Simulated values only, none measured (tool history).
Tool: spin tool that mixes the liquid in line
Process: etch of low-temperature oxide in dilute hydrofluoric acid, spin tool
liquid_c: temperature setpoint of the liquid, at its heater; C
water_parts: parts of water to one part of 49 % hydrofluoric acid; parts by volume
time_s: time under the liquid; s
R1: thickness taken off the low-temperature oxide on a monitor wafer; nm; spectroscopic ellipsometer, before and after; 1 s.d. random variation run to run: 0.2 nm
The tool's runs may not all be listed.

{"run": 1, "hour": 0.0, "liquid_c": 20.0, "water_parts": 70, "time_s": 270, "R1": 45.617}
{"run": 2, "hour": 8.6, "liquid_c": 20.0, "water_parts": 55, "time_s": 270, "R1": 58.718}
{"run": 3, "hour": 9.4, "liquid_c": 19.0, "water_parts": 65, "time_s": 270, "R1": 47.02}
{"run": 4, "hour": 13.4, "liquid_c": 19.0, "water_parts": 85, "time_s": 270, "R1": 35.34}
{"run": 5, "hour": 16.8, "liquid_c": 17.0, "water_parts": 85, "time_s": 270, "R1": 32.472}
{"run": 6, "hour": 22.5, "liquid_c": 19.5, "water_parts": 85, "time_s": 270, "R1": 36.057}
{"run": 7, "hour": 25.5, "liquid_c": 19.5, "water_parts": 85, "time_s": 270, "R1": 36.353}

What does the tool deliver on the next run?
{"run": 8, "hour": 28.0, "liquid_c": 19.0, "water_parts": 85, "time_s": 270, "R1": "?"}

R1: 35.368 nm
